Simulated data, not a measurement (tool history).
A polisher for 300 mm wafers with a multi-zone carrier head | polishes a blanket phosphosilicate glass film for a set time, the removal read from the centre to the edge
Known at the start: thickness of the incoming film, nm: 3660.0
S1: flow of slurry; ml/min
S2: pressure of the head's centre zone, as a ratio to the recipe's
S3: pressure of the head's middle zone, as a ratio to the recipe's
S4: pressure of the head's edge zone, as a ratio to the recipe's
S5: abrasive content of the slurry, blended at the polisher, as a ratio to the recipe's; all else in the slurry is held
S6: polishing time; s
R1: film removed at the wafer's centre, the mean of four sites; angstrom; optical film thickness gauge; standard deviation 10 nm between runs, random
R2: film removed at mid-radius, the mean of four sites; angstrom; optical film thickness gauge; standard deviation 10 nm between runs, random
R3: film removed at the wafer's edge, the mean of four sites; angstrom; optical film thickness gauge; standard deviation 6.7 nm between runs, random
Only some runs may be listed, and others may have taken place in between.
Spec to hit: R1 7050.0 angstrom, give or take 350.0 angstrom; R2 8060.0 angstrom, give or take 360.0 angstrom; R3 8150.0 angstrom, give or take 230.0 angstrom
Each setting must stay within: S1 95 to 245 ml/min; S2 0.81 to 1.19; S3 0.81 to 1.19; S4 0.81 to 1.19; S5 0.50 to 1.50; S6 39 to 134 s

| run | day | S1 | S2 | S3 | S4 | S5 | S6 | R1 | R2 | R3 |
|---|---|---|---|---|---|---|---|---|---|---|
| 1 | 0.000 | 155 | 1.00 | 1.00 | 1.00 | 1.00 | 86 | 6542.8 | 6800.7 | 6753.8 |
| 2 | 0.125 | 165 | 0.99 | 1.02 | 1.05 | 1.05 | 86 | 6761.6 | 7121.8 | 6981.4 |
| 3 | 0.400 | 165 | 0.96 | 1.01 | 1.07 | 1.15 | 86 | 6643.5 | 7060.8 | 7434.2 |
| 4 | 0.762 | 165 | 0.96 | 1.01 | 1.13 | 1.15 | 86 | 6669.5 | 7103.4 | 7535.4 |
| 5 | 0.892 | 165 | 0.96 | 1.01 | 1.13 | 0.95 | 86 | 6212.3 | 6660.9 | 6990.0 |
| 6 | 1.017 | 175 | 0.95 | 1.03 | 1.14 | 1.05 | 86 | 6538.0 | 7146.5 | 7482.4 |
| 7 | 1.271 | 190 | 0.95 | 1.04 | 1.15 | 1.05 | 86 | 6579.0 | 7456.8 | 7430.3 |
| 8 | 1.329 | 195 | 0.95 | 1.04 | 1.16 | 1.10 | 86 | 6784.6 | 7301.6 | 7843.8 |
| 9 | 1.688 | 200 | 0.95 | 1.06 | 1.16 | 1.10 | 86 | 6810.5 | 7353.9 | 7724.8 |
| 10 | 1.892 | 205 | 0.94 | 1.09 | 1.16 | 1.15 | 86 | 7027.7 | 8057.2 | 7841.8 |

Consider the 5 candidate settings below. Which is the only one whose results all fall within their allowed miss of target?
| A | 2.096 | 245 | 0.97 | 1.13 | 1.11 | 1.40 | 77 | ? | ? | ? |
| B | 2.096 | 170 | 0.93 | 1.07 | 1.16 | 1.15 | 92 | ? | ? | ? |
| C | 2.096 | 215 | 0.96 | 1.14 | 1.09 | 1.20 | 84 | ? | ? | ? |
| D | 2.096 | 215 | 1.02 | 1.19 | 1.05 | 1.05 | 92 | ? | ? | ? |
| E | 2.096 | 195 | 1.08 | 1.19 | 1.04 | 1.10 | 90 | ? | ? | ? |

| move | R1 | R2 | R3 |
|---|---|---|---|
| A | 6951.2 | 8043.1 | 7584.9 |
| B | 6977.8 | 8093.6 | 8295.3 |
| C | 6958.5 | 8213.6 | 7646.4 |
| D | 7683.1 | 8848.2 | 7787.5 |
| E | 7991.7 | 8700.2 | 7650.2 |
A: moves away from the targets compared with the last run
B: every result within its allowed miss
C: moves away from the targets compared with the last run
D: moves away from the targets compared with the last run
E: moves away from the targets compared with the last run
Correct choice: B, which meets every target
